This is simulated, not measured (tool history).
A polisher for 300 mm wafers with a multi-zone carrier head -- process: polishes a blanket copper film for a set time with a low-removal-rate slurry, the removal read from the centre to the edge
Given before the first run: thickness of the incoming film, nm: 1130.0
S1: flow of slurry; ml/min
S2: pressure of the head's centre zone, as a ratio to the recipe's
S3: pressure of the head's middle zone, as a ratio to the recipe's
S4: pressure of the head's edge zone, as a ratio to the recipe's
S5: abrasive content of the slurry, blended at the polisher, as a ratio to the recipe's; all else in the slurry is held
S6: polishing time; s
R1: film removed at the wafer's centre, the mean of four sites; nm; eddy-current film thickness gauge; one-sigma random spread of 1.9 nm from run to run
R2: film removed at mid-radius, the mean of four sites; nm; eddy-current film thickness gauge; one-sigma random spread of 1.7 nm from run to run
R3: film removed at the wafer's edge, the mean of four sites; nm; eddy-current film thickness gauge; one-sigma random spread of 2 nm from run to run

Run 1, day 0: S1 135 ml/min, S2 1, S3 1, S4 1, S5 1, S6 85 s. Result: R1 135.79 nm, R2 137.04 nm, R3 139.21 nm.
Run 2, day 0.129: S1 120 ml/min, S2 1, S3 1, S4 1, S5 1, S6 85 s. Result: R1 127.58 nm, R2 131.07 nm, R3 135.98 nm.
Run 3, day 0.496: S1 120 ml/min, S2 1, S3 1.07, S4 1, S5 1, S6 85 s. Result: R1 127.08 nm, R2 139.8 nm, R3 137.24 nm.
Run 4, day 0.617: S1 120 ml/min, S2 1, S3 1.07, S4 1, S5 1, S6 98 s. Result: R1 147.34 nm, R2 157.08 nm, R3 157.12 nm.
Run 5, day 0.979: S1 135 ml/min, S2 1, S3 1.08, S4 1.03, S5 1.05, S6 98 s. Result: R1 155.29 nm, R2 167.35 nm, R3 167.05 nm.
Run 6, day 1.3: S1 115 ml/min, S2 1, S3 1.08, S4 1.03, S5 1.05, S6 98 s. Result: R1 148.7 nm, R2 157.31 nm, R3 159.12 nm.
Run 7, day 1.467: S1 130 ml/min, S2 1.01, S3 1.08, S4 1.05, S5 1.05, S6 98 s. Result: R1 159.27 nm, R2 167.35 nm, R3 162.71 nm.

Estimate the outcome of run 8 from the log above:
At day 1.604: slurry nozzle cleaned.
Run 8, day 1.604: S1 160 ml/min, S2 0.98, S3 1.02, S4 1.15, S5 1.3, S6 101 s. Result: R1 ?, R2 ?, R3 ?.

Run 8 produced R1 188.8 nm, R2 192.55 nm, R3 202.79 nm.
